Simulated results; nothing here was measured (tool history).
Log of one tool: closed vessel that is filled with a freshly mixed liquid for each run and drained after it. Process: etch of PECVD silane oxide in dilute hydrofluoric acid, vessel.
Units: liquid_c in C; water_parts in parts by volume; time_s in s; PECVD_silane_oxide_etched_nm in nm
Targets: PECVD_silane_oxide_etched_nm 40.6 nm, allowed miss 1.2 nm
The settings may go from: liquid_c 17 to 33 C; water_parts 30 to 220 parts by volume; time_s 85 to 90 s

run 1 hour=0 | liquid_c=25 water_parts=125 time_s=85 | PECVD_silane_oxide_etched_nm=27.445
run 2 hour=5.8 | liquid_c=27 water_parts=120 time_s=85 | PECVD_silane_oxide_etched_nm=31.017
run 3 hour=14.8 | liquid_c=27 water_parts=120 time_s=90 | PECVD_silane_oxide_etched_nm=32.897
run 4 hour=21 | liquid_c=28.5 water_parts=120 time_s=90 | PECVD_silane_oxide_etched_nm=34.917
run 5 hour=29.2 | liquid_c=28.5 water_parts=120 time_s=90 | PECVD_silane_oxide_etched_nm=34.746
run 6 hour=35 | liquid_c=28.5 water_parts=155 time_s=90 | PECVD_silane_oxide_etched_nm=25.7
run 7 hour=42.7 | liquid_c=29.5 water_parts=145 time_s=90 | PECVD_silane_oxide_etched_nm=28.873
run 8 hour=44.2 | liquid_c=30.5 water_parts=140 time_s=90 | PECVD_silane_oxide_etched_nm=31.316
run 9 hour=52.7 | liquid_c=30.5 water_parts=140 time_s=90 | PECVD_silane_oxide_etched_nm=31.366
run 10 hour=55.4 | liquid_c=31 water_parts=135 time_s=90 | PECVD_silane_oxide_etched_nm=32.976
run 11 hour=58.2 | liquid_c=33 water_parts=115 time_s=90 | PECVD_silane_oxide_etched_nm=42.983
run 12 hour=64.4 | liquid_c=32.5 water_parts=115 time_s=90 | PECVD_silane_oxide_etched_nm=42.339

Which of these 4 next moves meets every target?
run A hour=70.6 | liquid_c=32 water_parts=110 time_s=90 | PECVD_silane_oxide_etched_nm=?
run B hour=70.6 | liquid_c=33 water_parts=115 time_s=85 | PECVD_silane_oxide_etched_nm=?
run C hour=70.6 | liquid_c=33 water_parts=115 time_s=90 | PECVD_silane_oxide_etched_nm=?
run D hour=70.6 | liquid_c=33 water_parts=125 time_s=85 | PECVD_silane_oxide_etched_nm=?

move=A PECVD_silane_oxide_etched_nm=44.11
move=B PECVD_silane_oxide_etched_nm=41.016
move=C PECVD_silane_oxide_etched_nm=43.428
move=D PECVD_silane_oxide_etched_nm=37.186
A: further off than the last run
B: meets every target
C: further off than the last run
D: takes the result that was furthest off past its target
Answer: B
